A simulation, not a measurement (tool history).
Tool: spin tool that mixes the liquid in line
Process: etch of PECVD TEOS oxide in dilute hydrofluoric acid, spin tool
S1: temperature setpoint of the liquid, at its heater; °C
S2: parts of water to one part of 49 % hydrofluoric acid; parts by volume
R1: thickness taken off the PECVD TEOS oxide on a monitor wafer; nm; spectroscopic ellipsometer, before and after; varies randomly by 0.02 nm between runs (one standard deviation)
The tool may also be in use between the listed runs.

Run 1, day 0.000: S1 25.0 °C, S2 250 parts by volume, time under the liquid (s) 170. Result: R1 8.3331 nm.
Run 2, day 0.288: S1 26.5 °C, S2 250 parts by volume, time under the liquid (s) 170. Result: R1 8.7067 nm.
Run 3, day 0.412: S1 26.5 °C, S2 210 parts by volume, time under the liquid (s) 170. Result: R1 10.8620 nm.
Run 4, day 0.438: S1 25.0 °C, S2 225 parts by volume, time under the liquid (s) 170. Result: R1 9.5259 nm.
Run 5, day 0.708: S1 25.0 °C, S2 275 parts by volume, time under the liquid (s) 170. Result: R1 7.4134 nm.
Run 6, day 0.875: S1 28.0 °C, S2 275 parts by volume, time under the liquid (s) 170. Result: R1 8.0851 nm.
Run 7, day 0.996: S1 28.0 °C, S2 275 parts by volume, time under the liquid (s) 170. Result: R1 8.2079 nm.
Run 8, day 1.367: S1 26.5 °C, S2 285 parts by volume, time under the liquid (s) 170. Result: R1 7.3501 nm.
Run 9, day 1.521: S1 25.0 °C, S2 290 parts by volume, time under the liquid (s) 170. Result: R1 6.8669 nm.
Run 10, day 1.883: S1 24.0 °C, S2 295 parts by volume, time under the liquid (s) 170. Result: R1 6.5674 nm.

What does the tool deliver on the next run?
Run 11, day 2.238: S1 23.0 °C, S2 300 parts by volume, time under the liquid (s) 170. Result: R1 ?.

{"run 11": {"R1": 6.1458}}
